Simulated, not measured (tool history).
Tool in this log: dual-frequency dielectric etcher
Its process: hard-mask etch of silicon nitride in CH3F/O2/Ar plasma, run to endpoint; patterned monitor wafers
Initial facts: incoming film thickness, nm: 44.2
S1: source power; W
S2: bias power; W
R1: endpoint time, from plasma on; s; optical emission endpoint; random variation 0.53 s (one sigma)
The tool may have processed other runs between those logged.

Run 1, hour 0: S1 390 W, S2 67 W. Result: R1 70.451 s.
Run 2, hour 3.8: S1 380 W, S2 66 W. Result: R1 72.425 s.
Run 3, hour 6.7: S1 370 W, S2 66 W. Result: R1 72.654 s.
Run 4, hour 11.2: S1 360 W, S2 66 W. Result: R1 74.284 s.
Run 5, hour 16.6: S1 360 W, S2 61 W. Result: R1 74.766 s.
Run 6, hour 23.1: S1 360 W, S2 71 W. Result: R1 72.454 s.
Run 7, hour 28.3: S1 350 W, S2 71 W. Result: R1 72.513 s.

What does the tool deliver on the next run?
Run 8, hour 30.4: S1 340 W, S2 71 W. Result: R1 ?.

Run 8 produced R1 74.605 s.
